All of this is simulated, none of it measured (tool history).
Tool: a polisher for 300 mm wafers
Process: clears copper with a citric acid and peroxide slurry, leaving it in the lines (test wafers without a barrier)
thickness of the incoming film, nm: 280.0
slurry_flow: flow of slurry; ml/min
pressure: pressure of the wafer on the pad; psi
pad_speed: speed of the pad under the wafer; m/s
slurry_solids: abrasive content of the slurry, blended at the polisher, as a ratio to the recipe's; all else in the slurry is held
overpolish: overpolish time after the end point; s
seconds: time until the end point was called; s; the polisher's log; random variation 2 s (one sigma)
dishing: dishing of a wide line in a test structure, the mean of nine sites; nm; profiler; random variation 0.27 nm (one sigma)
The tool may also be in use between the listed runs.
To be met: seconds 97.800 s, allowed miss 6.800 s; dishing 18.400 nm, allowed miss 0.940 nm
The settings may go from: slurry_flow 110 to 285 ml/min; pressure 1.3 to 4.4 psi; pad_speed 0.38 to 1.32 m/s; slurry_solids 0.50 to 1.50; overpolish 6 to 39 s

{"run": 1, "hour": 0.0, "slurry_flow": 180, "pressure": 2.8, "pad_speed": 0.84, "slurry_solids": 1.0, "overpolish": 20, "seconds": 151.08, "dishing": 26.111}
{"run": 2, "hour": 4.9, "slurry_flow": 180, "pressure": 3.3, "pad_speed": 0.84, "slurry_solids": 1.0, "overpolish": 20, "seconds": 130.79, "dishing": 28.375}
{"run": 3, "hour": 13.4, "slurry_flow": 180, "pressure": 3.6, "pad_speed": 0.82, "slurry_solids": 1.0, "overpolish": 16, "seconds": 128.78, "dishing": 23.477}
{"run": 4, "hour": 17.2, "slurry_flow": 185, "pressure": 3.9, "pad_speed": 0.84, "slurry_solids": 1.0, "overpolish": 13, "seconds": 119.09, "dishing": 22.132}
{"run": 5, "hour": 18.7, "slurry_flow": 220, "pressure": 3.9, "pad_speed": 0.84, "slurry_solids": 1.0, "overpolish": 13, "seconds": 114.57, "dishing": 22.422}
{"run": 6, "hour": 23.0, "slurry_flow": 220, "pressure": 3.4, "pad_speed": 0.84, "slurry_solids": 1.0, "overpolish": 13, "seconds": 125.71, "dishing": 20.506}
{"run": 7, "hour": 23.6, "slurry_flow": 230, "pressure": 3.7, "pad_speed": 0.84, "slurry_solids": 1.0, "overpolish": 11, "seconds": 118.95, "dishing": 18.167}
{"hour": 25.3, "done": "worn pad replaced by a new one"}
{"run": 8, "hour": 25.3, "slurry_flow": 240, "pressure": 3.9, "pad_speed": 0.84, "slurry_solids": 1.0, "overpolish": 10, "seconds": 104.31, "dishing": 18.753}

Which of these 4 next moves meets every target?
{"run": "A", "hour": 27.0, "slurry_flow": 245, "pressure": 4.4, "pad_speed": 0.72, "slurry_solids": 0.95, "overpolish": 11, "seconds": "?", "dishing": "?"}
{"run": "B", "hour": 27.0, "slurry_flow": 240, "pressure": 4.4, "pad_speed": 0.78, "slurry_solids": 1.1, "overpolish": 11, "seconds": "?", "dishing": "?"}
{"run": "C", "hour": 27.0, "slurry_flow": 235, "pressure": 4.4, "pad_speed": 0.8, "slurry_solids": 1.05, "overpolish": 9, "seconds": "?", "dishing": "?"}
{"run": "D", "hour": 27.0, "slurry_flow": 280, "pressure": 3.7, "pad_speed": 0.92, "slurry_solids": 1.2, "overpolish": 10, "seconds": "?", "dishing": "?"}

move=A seconds=112.350 dishing=19.793
move=B seconds=101.960 dishing=21.553
move=C seconds=100.710 dishing=18.244
move=D seconds=95.997 dishing=20.812
A: further off than the last run
B: brings the result that was furthest off to its target, and leaves another outside
C: meets every target
D: brings the result that was furthest off to its target, and leaves another outside
Move C is the one to make.

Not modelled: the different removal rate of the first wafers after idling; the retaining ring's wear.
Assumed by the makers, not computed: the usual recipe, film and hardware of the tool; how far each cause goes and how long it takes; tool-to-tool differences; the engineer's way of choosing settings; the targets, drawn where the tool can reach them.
